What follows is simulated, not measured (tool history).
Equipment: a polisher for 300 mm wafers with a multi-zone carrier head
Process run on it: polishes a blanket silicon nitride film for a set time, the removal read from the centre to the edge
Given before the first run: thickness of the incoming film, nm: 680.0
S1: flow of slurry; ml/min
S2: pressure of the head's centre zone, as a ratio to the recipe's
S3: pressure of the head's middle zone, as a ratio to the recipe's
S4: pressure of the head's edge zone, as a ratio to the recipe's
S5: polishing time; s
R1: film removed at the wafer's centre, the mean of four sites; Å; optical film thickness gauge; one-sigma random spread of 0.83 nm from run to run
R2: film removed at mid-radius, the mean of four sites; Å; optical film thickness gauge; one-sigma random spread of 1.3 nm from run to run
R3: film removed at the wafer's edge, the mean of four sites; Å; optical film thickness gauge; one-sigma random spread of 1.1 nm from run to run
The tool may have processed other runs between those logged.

| run | day | S1 | S2 | S3 | S4 | S5 | R1 | R2 | R3 |
|---|---|---|---|---|---|---|---|---|---|
| 1 | 0.000 | 205 | 1.00 | 1.00 | 1.00 | 46 | 811.94 | 839.37 | 814.46 |
| 2 | 0.333 | 205 | 1.00 | 1.00 | 1.00 | 51 | 903.64 | 945.16 | 903.21 |
| 3 | 0.517 | 205 | 1.00 | 1.00 | 1.03 | 51 | 905.24 | 965.52 | 927.26 |
| 4 | 0.571 | 205 | 1.00 | 1.00 | 0.97 | 51 | 901.51 | 932.58 | 899.68 |
| 5 | 0.812 | 240 | 1.00 | 1.00 | 0.97 | 51 | 919.55 | 964.46 | 916.13 |
| 6 | 0.958 | 260 | 1.00 | 1.00 | 0.97 | 51 | 935.91 | 965.30 | 912.41 |
| 7 | 0.983 | 250 | 1.01 | 0.97 | 1.00 | 53 | 962.79 | 968.31 | 972.05 |

Run 8 is up next; what results do you expect?
| 8 | 1.250 | 250 | 1.03 | 0.96 | 1.03 | 54 | ? | ? | ? |

For run 8 the tool returned R1 1015.10 Å, R2 955.47 Å, R3 1012.50 Å.
